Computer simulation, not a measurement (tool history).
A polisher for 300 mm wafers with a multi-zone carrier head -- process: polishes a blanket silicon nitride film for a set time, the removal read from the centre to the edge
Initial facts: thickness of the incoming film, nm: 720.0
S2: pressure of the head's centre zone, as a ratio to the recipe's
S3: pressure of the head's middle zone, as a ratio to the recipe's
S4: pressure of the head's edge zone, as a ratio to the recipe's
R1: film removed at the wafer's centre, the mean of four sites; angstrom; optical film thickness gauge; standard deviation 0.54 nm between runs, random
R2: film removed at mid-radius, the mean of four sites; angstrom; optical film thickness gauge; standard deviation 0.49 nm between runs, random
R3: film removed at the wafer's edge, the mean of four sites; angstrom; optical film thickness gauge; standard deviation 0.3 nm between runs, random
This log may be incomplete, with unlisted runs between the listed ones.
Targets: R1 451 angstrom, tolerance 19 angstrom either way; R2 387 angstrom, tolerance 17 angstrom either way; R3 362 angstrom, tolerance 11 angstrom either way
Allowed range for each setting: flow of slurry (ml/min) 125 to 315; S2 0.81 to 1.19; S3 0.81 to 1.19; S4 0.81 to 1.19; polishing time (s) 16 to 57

{"run": 1, "day": 0.0, "flow of slurry (ml/min)": 205, "S2": 1, "S3": 1, "S4": 1, "polishing time (s)": 36, "R1": 470.03, "R2": 478.27, "R3": 475.36}
{"run": 2, "day": 0.104, "flow of slurry (ml/min)": 205, "S2": 1.04, "S3": 0.99, "S4": 0.95, "polishing time (s)": 34, "R1": 476.17, "R2": 450.2, "R3": 445.56}
{"run": 3, "day": 0.329, "flow of slurry (ml/min)": 205, "S2": 1.04, "S3": 0.99, "S4": 0.98, "polishing time (s)": 34, "R1": 472.52, "R2": 445.66, "R3": 452.64}
{"run": 4, "day": 0.417, "flow of slurry (ml/min)": 205, "S2": 1.06, "S3": 1, "S4": 0.93, "polishing time (s)": 32, "R1": 461.58, "R2": 413.8, "R3": 408.22}
{"run": 5, "day": 0.554, "flow of slurry (ml/min)": 205, "S2": 1.06, "S3": 0.93, "S4": 0.93, "polishing time (s)": 32, "R1": 459.35, "R2": 390.12, "R3": 411.16}
{"run": 6, "day": 0.596, "flow of slurry (ml/min)": 200, "S2": 1.06, "S3": 0.95, "S4": 0.89, "polishing time (s)": 32, "R1": 449.79, "R2": 401.5, "R3": 401.91}
{"day": 0.738, "done": "slurry nozzle cleaned"}
{"run": 7, "day": 0.738, "flow of slurry (ml/min)": 200, "S2": 1.06, "S3": 0.95, "S4": 0.89, "polishing time (s)": 32, "R1": 477.56, "R2": 431.14, "R3": 418.47}
{"run": 8, "day": 0.875, "flow of slurry (ml/min)": 200, "S2": 1.08, "S3": 0.97, "S4": 0.89, "polishing time (s)": 31, "R1": 488.32, "R2": 419.21, "R3": 403.23}

Which single option among these 5 for the next run brings every result within its allowed miss of target? Just one does.
{"run": "A", "day": 1.012, "flow of slurry (ml/min)": 225, "S2": 1.14, "S3": 0.84, "S4": 0.93, "polishing time (s)": 33, "R1": "?", "R2": "?", "R3": "?"}
{"run": "B", "day": 1.012, "flow of slurry (ml/min)": 195, "S2": 0.97, "S3": 1.02, "S4": 0.9, "polishing time (s)": 30, "R1": "?", "R2": "?", "R3": "?"}
{"run": "C", "day": 1.012, "flow of slurry (ml/min)": 175, "S2": 1.1, "S3": 0.97, "S4": 0.82, "polishing time (s)": 29, "R1": "?", "R2": "?", "R3": "?"}
{"run": "D", "day": 1.012, "flow of slurry (ml/min)": 185, "S2": 1.17, "S3": 1.17, "S4": 0.81, "polishing time (s)": 27, "R1": "?", "R2": "?", "R3": "?"}
{"run": "E", "day": 1.012, "flow of slurry (ml/min)": 185, "S2": 1.05, "S3": 0.86, "S4": 0.96, "polishing time (s)": 33, "R1": "?", "R2": "?", "R3": "?"}

move=A R1=545.72 R2=404.89 R3=451.47
move=B R1=412.07 R2=423.89 R3=396.84
move=C R1=442.46 R2=385.16 R3=363.06
move=D R1=443.94 R2=424.81 R3=337.8
move=E R1=485.52 R2=400.55 R3=447.85
A: moves away from the targets compared with the last run
B: closer than the last run, but not yet in spec
C: each result inside its tolerance
D: takes the result that was furthest off past its target
E: moves away from the targets compared with the last run
Move C is the one to make.

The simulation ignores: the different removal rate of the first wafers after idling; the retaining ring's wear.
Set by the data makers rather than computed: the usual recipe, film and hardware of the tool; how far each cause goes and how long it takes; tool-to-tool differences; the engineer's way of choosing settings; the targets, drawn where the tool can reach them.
